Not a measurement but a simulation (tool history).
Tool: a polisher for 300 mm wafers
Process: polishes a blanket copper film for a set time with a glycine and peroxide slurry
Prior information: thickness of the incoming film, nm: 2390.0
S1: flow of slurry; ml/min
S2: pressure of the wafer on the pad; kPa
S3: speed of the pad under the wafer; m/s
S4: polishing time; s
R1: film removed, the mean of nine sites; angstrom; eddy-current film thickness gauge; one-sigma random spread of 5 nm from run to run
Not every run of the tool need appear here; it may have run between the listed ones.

Run 1, hour 0.0: S1 205 ml/min, S2 19.3 kPa, S3 1.1 m/s, S4 58 s. Result: R1 2944.8 angstrom.
Run 2, hour 4.8: S1 205 ml/min, S2 20.7 kPa, S3 1.1 m/s, S4 58 s. Result: R1 3209.4 angstrom.
Run 3, hour 11.0: S1 205 ml/min, S2 20.7 kPa, S3 1.1 m/s, S4 58 s. Result: R1 3193.1 angstrom.
Run 4, hour 16.9: S1 205 ml/min, S2 20.7 kPa, S3 1.1 m/s, S4 58 s. Result: R1 3213.3 angstrom.
Run 5, hour 20.4: S1 205 ml/min, S2 22.1 kPa, S3 1.1 m/s, S4 58 s. Result: R1 3337.3 angstrom.
Run 6, hour 28.3: S1 205 ml/min, S2 24.8 kPa, S3 1.1 m/s, S4 58 s. Result: R1 3724.8 angstrom.
Run 7, hour 31.7: S1 205 ml/min, S2 25.5 kPa, S3 1.1 m/s, S4 58 s. Result: R1 3820.3 angstrom.
Run 8, hour 32.9: S1 205 ml/min, S2 26.2 kPa, S3 1.1 m/s, S4 58 s. Result: R1 3865.5 angstrom.

For run 9, what comes out?
Run 9, hour 40.5: S1 205 ml/min, S2 26.9 kPa, S3 1.1 m/s, S4 58 s. Result: R1 ?.

R1: 3947.7 angstrom
